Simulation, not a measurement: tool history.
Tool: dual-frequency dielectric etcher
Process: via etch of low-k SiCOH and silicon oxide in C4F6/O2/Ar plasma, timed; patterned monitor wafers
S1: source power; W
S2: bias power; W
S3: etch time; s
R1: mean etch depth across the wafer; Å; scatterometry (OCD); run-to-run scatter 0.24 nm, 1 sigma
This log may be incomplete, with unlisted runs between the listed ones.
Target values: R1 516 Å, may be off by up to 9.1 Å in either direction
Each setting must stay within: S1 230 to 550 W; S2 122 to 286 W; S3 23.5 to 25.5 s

run,hour,S1,S2,S3,R1
1,0,390,204,25.5,635.84
2,6.3,350,193,25.5,592.86
3,12.4,320,191,25.5,576.15
4,18,360,191,25.5,599.81
5,24.9,320,187,25.5,576.56
6,33.5,320,187,25.5,571.74
# hour 38.5: source power generator calibrated
7,38.5,300,184,25.5,549.18
8,45,290,183,25.5,540.83
9,45.9,280,182,25.5,530.3
10,51.8,270,182,25.5,527.65

4 next moves are on the table. One of them brings every result within its allowed miss. Which?
A,57.7,270,203,24,?
B,57.7,260,204,23.5,?
C,57.7,290,153,24.5,?
D,57.7,230,228,23.5,?

move,R1
A,520.46
B,503.63
C,493.98
D,501.95
A: each result inside its tolerance
B: pushes the last run's worst result past its target
C: pushes the last run's worst result past its target
D: pushes the last run's worst result past its target
The right move is A.
